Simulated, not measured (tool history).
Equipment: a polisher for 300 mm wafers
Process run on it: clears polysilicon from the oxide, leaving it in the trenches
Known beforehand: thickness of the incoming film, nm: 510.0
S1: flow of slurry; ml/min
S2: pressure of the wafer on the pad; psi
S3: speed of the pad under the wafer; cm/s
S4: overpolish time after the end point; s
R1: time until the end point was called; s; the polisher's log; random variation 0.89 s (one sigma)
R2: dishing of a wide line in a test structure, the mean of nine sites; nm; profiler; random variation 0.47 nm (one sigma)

| run | day | S1 | S2 | S3 | S4 | R1 | R2 |
|---|---|---|---|---|---|---|---|
| 1 | 0.000 | 280 | 1.9 | 94 | 11 | 48.100 | 34.877 |
| 2 | 0.362 | 280 | 1.8 | 94 | 10 | 51.684 | 34.614 |
| 3 | 0.525 | 225 | 1.8 | 94 | 10 | 50.687 | 33.437 |
| 4 | 0.700 | 215 | 1.8 | 94 | 9 | 52.042 | 32.448 |
| 5 | 0.871 | 210 | 1.8 | 94 | 8 | 51.960 | 30.957 |
| 6 | 1.121 | 210 | 1.8 | 94 | 10 | 52.703 | 34.624 |
| 7 | 1.233 | 210 | 1.8 | 94 | 9 | 50.638 | 32.867 |

What will run 8 give?
| 8 | 1.262 | 210 | 1.7 | 94 | 8 | ? | ? |

{"run 8": {"R1": 55.217, "R2": 30.972}}
